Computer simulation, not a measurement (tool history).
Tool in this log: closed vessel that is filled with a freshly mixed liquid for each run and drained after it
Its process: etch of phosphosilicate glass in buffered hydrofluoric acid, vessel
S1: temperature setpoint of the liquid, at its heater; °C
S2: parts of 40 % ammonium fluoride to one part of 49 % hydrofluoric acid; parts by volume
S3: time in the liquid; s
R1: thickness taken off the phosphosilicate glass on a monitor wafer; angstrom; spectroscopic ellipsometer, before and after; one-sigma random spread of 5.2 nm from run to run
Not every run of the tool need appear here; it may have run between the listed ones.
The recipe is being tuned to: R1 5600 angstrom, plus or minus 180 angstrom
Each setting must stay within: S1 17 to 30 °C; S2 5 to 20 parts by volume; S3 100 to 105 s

| run | hour | S1 | S2 | S3 | R1 |
|---|---|---|---|---|---|
| 1 | 0 | 22 | 12 | 100 | 4117.7 |
| 2 | 5 | 23 | 12 | 100 | 4335.7 |
| 3 | 11.8 | 23 | 12 | 105 | 4536.9 |
| 4 | 20.9 | 23 | 10.5 | 105 | 5179.6 |
| 5 | 24.7 | 23 | 10.5 | 100 | 4887.1 |
| 6 | 27.9 | 23 | 13.5 | 100 | 3842.6 |
| 7 | 32 | 24.5 | 13.5 | 100 | 4216.3 |
| 8 | 37.6 | 24.5 | 13.5 | 100 | 4197.4 |
| 9 | 42.9 | 25.5 | 13.5 | 100 | 4440.1 |
| 10 | 44.2 | 25.5 | 13.5 | 100 | 4445.2 |
| 11 | 50.6 | 26.5 | 13.5 | 100 | 4633.2 |
| 12 | 58 | 26.5 | 13.5 | 100 | 4566.8 |
| 13 | 65.4 | 27 | 13.5 | 100 | 4739.5 |
| 14 | 72 | 27.5 | 13.5 | 100 | 4955.2 |
| 15 | 80.7 | 28 | 13.5 | 100 | 5030.9 |
| 16 | 84.9 | 28 | 13.5 | 100 | 5020.5 |
| 17 | 87.1 | 28.5 | 13.5 | 100 | 5125.6 |

Below are 5 possible settings for the next run. Only one of them brings all results inside the allowed miss of their targets. Which is it?
| A | 89.3 | 28.5 | 12 | 105 | ? |
| B | 89.3 | 28 | 12 | 100 | ? |
| C | 89.3 | 29.5 | 16.5 | 100 | ? |
| D | 89.3 | 28 | 11.5 | 100 | ? |
| E | 89.3 | 20.5 | 7.5 | 105 | ? |

| move | R1 |
|---|---|
| A | 6088.8 |
| B | 5646.9 |
| C | 4475.8 |
| D | 5886.4 |
| E | 6129.8 |
A: moves the result that the last run missed by most past its target, out the other side
B: meets every target
C: lands further from the targets than the last run did
D: moves the result that the last run missed by most past its target, out the other side
E: moves the result that the last run missed by most past its target, out the other side
Answer: B

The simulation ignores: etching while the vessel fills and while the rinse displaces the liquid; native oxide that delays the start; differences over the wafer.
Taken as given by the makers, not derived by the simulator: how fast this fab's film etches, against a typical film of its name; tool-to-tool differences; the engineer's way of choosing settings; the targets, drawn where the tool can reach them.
